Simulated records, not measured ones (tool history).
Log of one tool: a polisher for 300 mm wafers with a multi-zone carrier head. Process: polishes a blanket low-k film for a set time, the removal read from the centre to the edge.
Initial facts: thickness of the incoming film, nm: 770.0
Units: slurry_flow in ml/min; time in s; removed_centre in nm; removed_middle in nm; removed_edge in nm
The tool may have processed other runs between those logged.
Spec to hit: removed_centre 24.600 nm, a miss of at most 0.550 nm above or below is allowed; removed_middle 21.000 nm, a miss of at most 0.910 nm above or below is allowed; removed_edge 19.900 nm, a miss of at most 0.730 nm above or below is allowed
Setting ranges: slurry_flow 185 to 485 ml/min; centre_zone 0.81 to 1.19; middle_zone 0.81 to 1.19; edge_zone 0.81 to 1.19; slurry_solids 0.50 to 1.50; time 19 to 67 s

run 1 hour=0.0 | slurry_flow=310 centre_zone=1.00 middle_zone=1.00 edge_zone=1.00 slurry_solids=1.00 time=43 | removed_centre=18.604 removed_middle=18.842 removed_edge=17.715
run 2 hour=7.4 | slurry_flow=320 centre_zone=1.04 middle_zone=1.01 edge_zone=1.02 slurry_solids=1.05 time=43 | removed_centre=20.215 removed_middle=19.992 removed_edge=18.777
run 3 hour=12.7 | slurry_flow=320 centre_zone=1.04 middle_zone=1.06 edge_zone=1.02 slurry_solids=1.05 time=43 | removed_centre=20.100 removed_middle=20.946 removed_edge=18.820
run 4 hour=16.9 | slurry_flow=320 centre_zone=1.04 middle_zone=1.06 edge_zone=1.02 slurry_solids=1.05 time=53 | removed_centre=24.671 removed_middle=25.605 removed_edge=23.211
run 5 hour=24.6 | slurry_flow=270 centre_zone=1.04 middle_zone=1.06 edge_zone=1.02 slurry_solids=1.05 time=53 | removed_centre=24.359 removed_middle=25.013 removed_edge=23.026
run 6 hour=29.6 | slurry_flow=265 centre_zone=1.05 middle_zone=1.03 edge_zone=0.98 slurry_solids=1.05 time=53 | removed_centre=24.573 removed_middle=24.656 removed_edge=22.604
run 7 hour=32.7 | slurry_flow=265 centre_zone=1.06 middle_zone=1.00 edge_zone=0.95 slurry_solids=1.00 time=53 | removed_centre=23.965 removed_middle=22.718 removed_edge=21.463
run 8 hour=41.6 | slurry_flow=265 centre_zone=1.07 middle_zone=0.99 edge_zone=0.92 slurry_solids=1.00 time=53 | removed_centre=24.036 removed_middle=23.390 removed_edge=21.505
run 9 hour=46.8 | slurry_flow=265 centre_zone=1.07 middle_zone=0.99 edge_zone=0.92 slurry_solids=1.00 time=53 | removed_centre=24.137 removed_middle=23.270 removed_edge=21.437

Exercise: of the 5 proposed moves below, exactly one satisfies all targets within the stated allowed misses. Which move is it?
run A hour=52.0 | slurry_flow=265 centre_zone=1.15 middle_zone=0.93 edge_zone=0.86 slurry_solids=0.85 time=57 | removed_centre=? removed_middle=? removed_edge=?
run B hour=52.0 | slurry_flow=200 centre_zone=1.11 middle_zone=0.97 edge_zone=0.91 slurry_solids=0.90 time=55 | removed_centre=? removed_middle=? removed_edge=?
run C hour=52.0 | slurry_flow=310 centre_zone=1.03 middle_zone=1.16 edge_zone=0.81 slurry_solids=1.20 time=49 | removed_centre=? removed_middle=? removed_edge=?
run D hour=52.0 | slurry_flow=300 centre_zone=1.15 middle_zone=1.11 edge_zone=0.86 slurry_solids=0.90 time=51 | removed_centre=? removed_middle=? removed_edge=?
run E hour=52.0 | slurry_flow=265 centre_zone=1.17 middle_zone=1.03 edge_zone=0.87 slurry_solids=0.85 time=52 | removed_centre=? removed_middle=? removed_edge=?

move=A removed_centre=24.619 removed_middle=20.852 removed_edge=20.050
move=B removed_centre=23.321 removed_middle=21.148 removed_edge=20.254
move=C removed_centre=24.082 removed_middle=26.961 removed_edge=20.789
move=D removed_centre=23.208 removed_middle=22.778 removed_edge=18.767
move=E removed_centre=22.810 removed_middle=20.728 removed_edge=18.362
A: meets every target
B: the worst result of the last run now meets its target, but another is out of spec
C: lands further from the targets than the last run did
D: about as far from the targets as the last run
E: the worst result of the last run now meets its target, but another is out of spec
Go with A: it meets all targets.
